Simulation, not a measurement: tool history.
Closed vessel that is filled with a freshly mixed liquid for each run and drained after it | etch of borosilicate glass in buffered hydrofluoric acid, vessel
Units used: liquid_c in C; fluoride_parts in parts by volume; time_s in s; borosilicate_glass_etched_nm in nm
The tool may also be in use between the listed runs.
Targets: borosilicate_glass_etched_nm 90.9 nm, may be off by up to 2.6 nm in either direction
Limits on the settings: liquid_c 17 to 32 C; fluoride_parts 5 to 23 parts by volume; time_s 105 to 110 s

run	hour	liquid_c	fluoride_parts	time_s	borosilicate_glass_etched_nm
1	0	25	14	105	108.03
2	4	24	14	105	102.27
3	12.8	24	10.5	105	135.85
4	20.8	24	10.5	105	136.84
5	27.5	22	10.5	105	123.43
6	35.9	20.5	11	105	107.42
7	41.1	19.5	11	105	102.11
8	44.6	19	11	105	99.639
9	49.2	19	11	105	99.154

Consider the 5 candidate settings below. Which is the only one whose results all fall within their allowed miss of target?
A	53.8	17	11.5	105	?
B	53.8	17.5	11.5	110	?
C	53.8	17.5	11	110	?
D	53.8	20	13.5	105	?
E	53.8	21.5	15	105	?

move	borosilicate_glass_etched_nm
A	84.902
B	91.458
C	95.575
D	85.515
E	83.621
A: pushes the last run's worst result past its target
B: all results in spec
C: moves toward the targets from the last run without getting all of them in spec
D: pushes the last run's worst result past its target
E: pushes the last run's worst result past its target
The move that meets every target is B.
